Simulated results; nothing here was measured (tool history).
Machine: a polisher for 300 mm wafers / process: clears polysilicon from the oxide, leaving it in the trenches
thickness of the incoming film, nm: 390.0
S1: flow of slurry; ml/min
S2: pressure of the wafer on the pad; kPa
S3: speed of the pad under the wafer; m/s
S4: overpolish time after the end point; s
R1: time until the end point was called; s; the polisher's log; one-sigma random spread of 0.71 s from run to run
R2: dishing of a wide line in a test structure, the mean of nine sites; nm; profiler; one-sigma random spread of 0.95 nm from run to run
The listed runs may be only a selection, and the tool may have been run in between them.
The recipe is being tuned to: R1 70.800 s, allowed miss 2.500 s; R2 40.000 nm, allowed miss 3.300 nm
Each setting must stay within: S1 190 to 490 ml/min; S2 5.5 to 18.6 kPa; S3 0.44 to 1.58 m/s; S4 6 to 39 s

Run 1, hour 0.0: S1 315 ml/min, S2 11.7 kPa, S3 1.00 m/s, S4 20 s. Result: R1 42.302 s, R2 42.146 nm.
Run 2, hour 1.5: S1 315 ml/min, S2 13.1 kPa, S3 1.00 m/s, S4 20 s. Result: R1 38.627 s, R2 40.199 nm.
Run 3, hour 10.1: S1 315 ml/min, S2 11.7 kPa, S3 0.92 m/s, S4 15 s. Result: R1 46.033 s, R2 38.026 nm.
Run 4, hour 15.8: S1 315 ml/min, S2 13.1 kPa, S3 0.92 m/s, S4 15 s. Result: R1 41.719 s, R2 43.063 nm.
Run 5, hour 19.7: S1 315 ml/min, S2 12.4 kPa, S3 0.82 m/s, S4 13 s. Result: R1 48.770 s, R2 39.170 nm.
Run 6, hour 20.3: S1 315 ml/min, S2 12.4 kPa, S3 0.82 m/s, S4 16 s. Result: R1 48.808 s, R2 40.216 nm.
Run 7, hour 21.6: S1 315 ml/min, S2 11.0 kPa, S3 0.80 m/s, S4 21 s. Result: R1 55.817 s, R2 38.989 nm.
Run 8, hour 28.7: S1 310 ml/min, S2 10.3 kPa, S3 0.78 m/s, S4 26 s. Result: R1 60.879 s, R2 42.710 nm.
Run 9, hour 30.9: S1 315 ml/min, S2 9.7 kPa, S3 0.78 m/s, S4 24 s. Result: R1 65.779 s, R2 41.618 nm.
Run 10, hour 37.2: S1 315 ml/min, S2 9.7 kPa, S3 0.78 m/s, S4 24 s. Result: R1 65.174 s, R2 40.629 nm.
Run 11, hour 45.4: S1 315 ml/min, S2 8.3 kPa, S3 0.78 m/s, S4 21 s. Result: R1 76.253 s, R2 39.402 nm.

Exactly one of the 4 candidate moves below puts every result within its allowed miss. Which one?
Run A, hour 53.6: S1 290 ml/min, S2 8.3 kPa, S3 0.76 m/s, S4 17 s. Result: R1 ?, R2 ?.
Run B, hour 53.6: S1 250 ml/min, S2 8.3 kPa, S3 0.86 m/s, S4 25 s. Result: R1 ?, R2 ?.
Run C, hour 53.6: S1 190 ml/min, S2 6.9 kPa, S3 0.94 m/s, S4 39 s. Result: R1 ?, R2 ?.
Run D, hour 53.6: S1 250 ml/min, S2 7.6 kPa, S3 0.76 m/s, S4 39 s. Result: R1 ?, R2 ?.

move      R1      R2
   A  78.691  38.997
   B  70.785  42.511
   C  79.525  43.357
   D  86.653  43.218
A: its largest miss is bigger than the last run's
B: meets every target
C: its largest miss is bigger than the last run's
D: its largest miss is bigger than the last run's
So the answer is move B, the one that meets all the targets.

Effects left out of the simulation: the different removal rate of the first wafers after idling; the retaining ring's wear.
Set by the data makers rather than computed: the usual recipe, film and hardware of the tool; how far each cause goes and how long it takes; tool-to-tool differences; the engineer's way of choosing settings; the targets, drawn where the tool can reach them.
